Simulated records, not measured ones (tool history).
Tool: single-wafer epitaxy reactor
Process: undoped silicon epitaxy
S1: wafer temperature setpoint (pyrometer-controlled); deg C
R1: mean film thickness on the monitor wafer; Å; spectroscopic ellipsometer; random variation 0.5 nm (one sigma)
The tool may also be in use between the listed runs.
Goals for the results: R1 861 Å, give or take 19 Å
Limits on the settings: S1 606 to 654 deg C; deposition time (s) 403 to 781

run 1 hour=0 | S1=630 deposition_time_(s)=592 | R1=635.02
run 2 hour=4.4 | S1=630 deposition_time_(s)=542 | R1=586.2
run 3 hour=11.3 | S1=630 deposition_time_(s)=599 | R1=639.38
run 4 hour=15.7 | S1=634 deposition_time_(s)=599 | R1=707.25
run 5 hour=23.6 | S1=634 deposition_time_(s)=533 | R1=631.78
run 6 hour=27.8 | S1=627 deposition_time_(s)=533 | R1=529.48
run 7 hour=28.5 | S1=632 deposition_time_(s)=534 | R1=597.32
run 8 hour=30.7 | S1=636 deposition_time_(s)=535 | R1=666.33
run 9 hour=35.8 | S1=636 deposition_time_(s)=535 | R1=667.24
run 10 hour=44.5 | S1=638 deposition_time_(s)=536 | R1=711.36
run 11 hour=48.5 | S1=640 deposition_time_(s)=536 | R1=747.64
run 12 hour=49.3 | S1=641 deposition_time_(s)=536 | R1=759.35
run 13 hour=54.4 | S1=642 deposition_time_(s)=536 | R1=785.32
run 14 hour=55.7 | S1=643 deposition_time_(s)=536 | R1=799.25
run 15 hour=59.4 | S1=644 deposition_time_(s)=536 | R1=823.62
run 16 hour=67.9 | S1=645 deposition_time_(s)=536 | R1=839.23

Next run, 5 choices. One meets every target within its allowed miss, the rest don't. Which?
run A hour=76.4 | S1=651 deposition_time_(s)=498 | R1=?
run B hour=76.4 | S1=649 deposition_time_(s)=515 | R1=?
run C hour=76.4 | S1=654 deposition_time_(s)=461 | R1=?
run D hour=76.4 | S1=642 deposition_time_(s)=591 | R1=?
run E hour=76.4 | S1=647 deposition_time_(s)=547 | R1=?

move=A R1=910.11
move=B R1=895.84
move=C R1=906.85
move=D R1=863.21
move=E R1=905.44
A: moves the result that the last run missed by most past its target, out the other side
B: moves the result that the last run missed by most past its target, out the other side
C: moves the result that the last run missed by most past its target, out the other side
D: in spec on every target
E: moves the result that the last run missed by most past its target, out the other side
D is the move that brings every result within its allowed miss.

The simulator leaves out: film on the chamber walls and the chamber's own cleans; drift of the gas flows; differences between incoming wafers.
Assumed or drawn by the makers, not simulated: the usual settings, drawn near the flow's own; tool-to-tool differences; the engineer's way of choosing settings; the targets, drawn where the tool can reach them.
